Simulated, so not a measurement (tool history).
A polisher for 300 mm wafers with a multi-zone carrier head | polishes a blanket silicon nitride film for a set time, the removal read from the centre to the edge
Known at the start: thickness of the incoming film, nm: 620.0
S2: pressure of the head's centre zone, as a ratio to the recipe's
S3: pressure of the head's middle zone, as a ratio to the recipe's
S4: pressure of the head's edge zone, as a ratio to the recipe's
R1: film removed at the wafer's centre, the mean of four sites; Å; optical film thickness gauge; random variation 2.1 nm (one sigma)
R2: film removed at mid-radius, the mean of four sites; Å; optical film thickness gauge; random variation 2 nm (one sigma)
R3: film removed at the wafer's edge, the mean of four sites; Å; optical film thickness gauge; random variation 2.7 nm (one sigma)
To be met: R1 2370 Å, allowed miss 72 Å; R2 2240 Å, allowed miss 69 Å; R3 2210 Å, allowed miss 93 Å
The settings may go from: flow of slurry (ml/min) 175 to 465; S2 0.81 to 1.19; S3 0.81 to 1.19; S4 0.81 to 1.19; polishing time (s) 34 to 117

run 1 hour=0 | flow_of_slurry_(ml/min)=295 S2=1 S3=1 S4=1 polishing_time_(s)=75 | R1=1990.9 R2=1998.4 R3=2063.5
run 2 hour=1.4 | flow_of_slurry_(ml/min)=295 S2=1.03 S3=1 S4=1 polishing_time_(s)=75 | R1=2076.8 R2=2009.4 R3=2075.8
run 3 hour=7.8 | flow_of_slurry_(ml/min)=305 S2=1.04 S3=1.01 S4=1.01 polishing_time_(s)=75 | R1=2091.6 R2=1998.6 R3=2077.1
run 4 hour=9.4 | flow_of_slurry_(ml/min)=305 S2=1.01 S3=1.01 S4=1.01 polishing_time_(s)=75 | R1=2052.3 R2=1993.7 R3=2080.7
run 5 hour=12 | flow_of_slurry_(ml/min)=340 S2=1.01 S3=1.01 S4=1.01 polishing_time_(s)=75 | R1=2073.6 R2=2037.4 R3=2128.2
run 6 hour=13.3 | flow_of_slurry_(ml/min)=340 S2=1.01 S3=1.01 S4=1.01 polishing_time_(s)=63 | R1=1699.9 R2=1708.3 R3=1757.4
run 7 hour=17.1 | flow_of_slurry_(ml/min)=345 S2=1.03 S3=1.03 S4=1.02 polishing_time_(s)=65 | R1=1813.4 R2=1797.7 R3=1818.8
run 8 hour=21.7 | flow_of_slurry_(ml/min)=350 S2=1.05 S3=1.05 S4=1.04 polishing_time_(s)=67 | R1=1917.7 R2=1891.4 R3=1876.5

Which of these 5 next moves meets every target?
run A hour=26.3 | flow_of_slurry_(ml/min)=365 S2=0.98 S3=1.01 S4=1.06 polishing_time_(s)=61 | R1=? R2=? R3=?
run B hour=26.3 | flow_of_slurry_(ml/min)=275 S2=1.06 S3=1.1 S4=1 polishing_time_(s)=59 | R1=? R2=? R3=?
run C hour=26.3 | flow_of_slurry_(ml/min)=300 S2=0.93 S3=1.11 S4=1.09 polishing_time_(s)=58 | R1=? R2=? R3=?
run D hour=26.3 | flow_of_slurry_(ml/min)=415 S2=1.1 S3=1.06 S4=1.04 polishing_time_(s)=78 | R1=? R2=? R3=?
run E hour=26.3 | flow_of_slurry_(ml/min)=330 S2=0.82 S3=0.84 S4=1.19 polishing_time_(s)=72 | R1=? R2=? R3=?

move=A R1=1623.7 R2=1658.2 R3=1739.2
move=B R1=1669.2 R2=1695.1 R3=1611.8
move=C R1=1446.9 R2=1689.2 R3=1659.8
move=D R1=2351.9 R2=2223.8 R3=2213.9
move=E R1=1588.9 R2=1669.9 R3=2172.9
A: further off than the last run
B: further off than the last run
C: further off than the last run
D: meets every target
E: further off than the last run
The right move is D.
